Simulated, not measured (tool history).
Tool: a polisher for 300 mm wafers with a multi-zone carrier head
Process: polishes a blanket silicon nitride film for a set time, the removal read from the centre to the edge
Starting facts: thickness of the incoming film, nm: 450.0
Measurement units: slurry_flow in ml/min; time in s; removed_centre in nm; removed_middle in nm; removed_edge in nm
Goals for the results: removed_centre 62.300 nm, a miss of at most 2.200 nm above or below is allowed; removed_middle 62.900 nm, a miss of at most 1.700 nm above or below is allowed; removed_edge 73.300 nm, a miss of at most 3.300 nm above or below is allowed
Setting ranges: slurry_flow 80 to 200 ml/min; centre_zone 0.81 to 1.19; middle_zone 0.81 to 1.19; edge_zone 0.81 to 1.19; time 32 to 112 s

{"run": 1, "hour": 0.0, "slurry_flow": 130, "centre_zone": 1.0, "middle_zone": 1.0, "edge_zone": 1.0, "time": 72, "removed_centre": 119.73, "removed_middle": 122.49, "removed_edge": 123.12}
{"run": 2, "hour": 2.6, "slurry_flow": 130, "centre_zone": 1.0, "middle_zone": 1.0, "edge_zone": 0.97, "time": 72, "removed_centre": 121.5, "removed_middle": 121.76, "removed_edge": 117.96}
{"run": 3, "hour": 9.2, "slurry_flow": 130, "centre_zone": 1.04, "middle_zone": 1.0, "edge_zone": 0.97, "time": 72, "removed_centre": 125.33, "removed_middle": 121.54, "removed_edge": 119.97}
{"run": 4, "hour": 10.8, "slurry_flow": 130, "centre_zone": 1.04, "middle_zone": 1.0, "edge_zone": 1.01, "time": 72, "removed_centre": 125.76, "removed_middle": 121.63, "removed_edge": 120.41}
{"run": 5, "hour": 15.8, "slurry_flow": 130, "centre_zone": 0.98, "middle_zone": 1.0, "edge_zone": 1.01, "time": 72, "removed_centre": 120.03, "removed_middle": 122.28, "removed_edge": 121.24}
{"run": 6, "hour": 18.1, "slurry_flow": 115, "centre_zone": 0.94, "middle_zone": 0.95, "edge_zone": 1.01, "time": 63, "removed_centre": 94.979, "removed_middle": 98.428, "removed_edge": 103.94}
{"run": 7, "hour": 21.0, "slurry_flow": 105, "centre_zone": 0.92, "middle_zone": 0.91, "edge_zone": 0.99, "time": 58, "removed_centre": 82.295, "removed_middle": 85.679, "removed_edge": 92.949}
{"run": 8, "hour": 27.7, "slurry_flow": 100, "centre_zone": 0.91, "middle_zone": 0.88, "edge_zone": 0.98, "time": 55, "removed_centre": 75.584, "removed_middle": 77.952, "removed_edge": 85.173}
{"run": 9, "hour": 34.7, "slurry_flow": 95, "centre_zone": 0.9, "middle_zone": 0.86, "edge_zone": 0.98, "time": 53, "removed_centre": 70.981, "removed_middle": 72.115, "removed_edge": 83.851}
{"run": 10, "hour": 41.3, "slurry_flow": 90, "centre_zone": 0.89, "middle_zone": 0.85, "edge_zone": 0.95, "time": 52, "removed_centre": 68.247, "removed_middle": 69.69, "removed_edge": 81.307}
{"run": 11, "hour": 44.6, "slurry_flow": 90, "centre_zone": 0.89, "middle_zone": 0.84, "edge_zone": 0.93, "time": 50, "removed_centre": 65.965, "removed_middle": 65.425, "removed_edge": 76.313}
{"run": 12, "hour": 46.3, "slurry_flow": 90, "centre_zone": 0.88, "middle_zone": 0.84, "edge_zone": 0.92, "time": 50, "removed_centre": 65.513, "removed_middle": 65.613, "removed_edge": 76.943}

Which of these 4 next moves meets every target?
{"run": "A", "hour": 48.0, "slurry_flow": 90, "centre_zone": 0.87, "middle_zone": 0.83, "edge_zone": 0.93, "time": 48, "removed_centre": "?", "removed_middle": "?", "removed_edge": "?"}
{"run": "B", "hour": 48.0, "slurry_flow": 120, "centre_zone": 0.81, "middle_zone": 0.83, "edge_zone": 0.98, "time": 47, "removed_centre": "?", "removed_middle": "?", "removed_edge": "?"}
{"run": "C", "hour": 48.0, "slurry_flow": 135, "centre_zone": 0.88, "middle_zone": 1.0, "edge_zone": 0.94, "time": 42, "removed_centre": "?", "removed_middle": "?", "removed_edge": "?"}
{"run": "D", "hour": 48.0, "slurry_flow": 130, "centre_zone": 0.85, "middle_zone": 0.95, "edge_zone": 0.93, "time": 43, "removed_centre": "?", "removed_middle": "?", "removed_edge": "?"}

move=A removed_centre=61.206 removed_middle=63.115 removed_edge=73.106
move=B removed_centre=61.885 removed_middle=67.690 removed_edge=78.034
move=C removed_centre=62.222 removed_middle=72.695 removed_edge=69.633
move=D removed_centre=60.874 removed_middle=70.662 removed_edge=70.535
A: every result within its allowed miss
B: its largest miss is bigger than the last run's
C: its largest miss is bigger than the last run's
D: its largest miss is bigger than the last run's
So the answer is move A, the one that meets all the targets.
